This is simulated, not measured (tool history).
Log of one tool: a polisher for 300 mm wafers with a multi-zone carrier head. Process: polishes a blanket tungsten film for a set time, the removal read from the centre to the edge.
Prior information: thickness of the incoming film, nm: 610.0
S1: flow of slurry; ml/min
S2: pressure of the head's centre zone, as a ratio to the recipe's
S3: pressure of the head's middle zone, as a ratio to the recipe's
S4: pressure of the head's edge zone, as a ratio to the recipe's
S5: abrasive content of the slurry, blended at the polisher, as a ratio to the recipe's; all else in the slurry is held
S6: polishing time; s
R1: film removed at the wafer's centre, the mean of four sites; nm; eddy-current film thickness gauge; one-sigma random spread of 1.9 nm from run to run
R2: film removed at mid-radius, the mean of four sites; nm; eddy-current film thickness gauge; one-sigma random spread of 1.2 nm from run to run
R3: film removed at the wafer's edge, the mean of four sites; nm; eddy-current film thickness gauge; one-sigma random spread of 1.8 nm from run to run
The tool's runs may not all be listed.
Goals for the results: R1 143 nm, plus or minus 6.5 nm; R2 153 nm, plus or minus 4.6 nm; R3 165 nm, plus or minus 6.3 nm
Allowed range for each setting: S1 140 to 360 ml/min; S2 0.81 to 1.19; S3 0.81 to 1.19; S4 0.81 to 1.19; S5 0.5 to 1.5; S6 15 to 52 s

run	hour	S1	S2	S3	S4	S5	S6	R1	R2	R3
1	0	230	1	1	1	1	33	235.89	243.59	237.7
2	4	225	0.98	0.98	0.99	0.9	32	226.5	226.52	223.48
3	10.3	225	0.98	0.98	0.99	1	32	226.58	228.37	227.19
4	18.7	225	0.98	1.02	0.99	1	32	224.99	236.3	225.52
5	22.6	220	0.95	1.01	1	0.95	31	208.66	223.87	215.83
6	27	215	0.93	0.99	1.01	0.9	30	201.62	209.17	203.59
7	33.5	180	0.83	0.96	1.11	1.05	20	115.87	137.69	146.06
8	37.2	195	0.84	0.96	1.11	1.05	20	122.17	138.04	150.6
9	42.5	205	0.85	0.97	1.11	1.05	20	119.49	141.24	151.29
10	43.8	215	0.87	0.97	1.11	1.05	20	126.6	139.76	150.37

Below are 5 possible settings for the next run. Only one of them brings all results inside the allowed miss of their targets. Which is it?
A	45.1	190	0.92	0.98	1.05	0.6	25	?	?	?
B	45.1	240	0.94	0.81	1.19	1.05	20	?	?	?
C	45.1	215	0.89	0.94	1.1	0.9	23	?	?	?
D	45.1	230	0.87	0.89	1.15	1.15	23	?	?	?
E	45.1	280	0.89	1.08	1.08	1.05	19	?	?	?

move	R1	R2	R3
A	150.15	164.67	169.33
B	134.53	123.14	157.66
C	141.98	155.35	168.94
D	144.55	154.6	179.86
E	122.83	150.63	143.3
A: takes the result that was furthest off past its target
B: the biggest miss grows against the last run
C: all results land within tolerance of their targets
D: the furthest-off result lands on target, but another misses its tolerance
E: the furthest-off result lands on target, but another misses its tolerance
So the answer is move C, the one that meets all the targets.

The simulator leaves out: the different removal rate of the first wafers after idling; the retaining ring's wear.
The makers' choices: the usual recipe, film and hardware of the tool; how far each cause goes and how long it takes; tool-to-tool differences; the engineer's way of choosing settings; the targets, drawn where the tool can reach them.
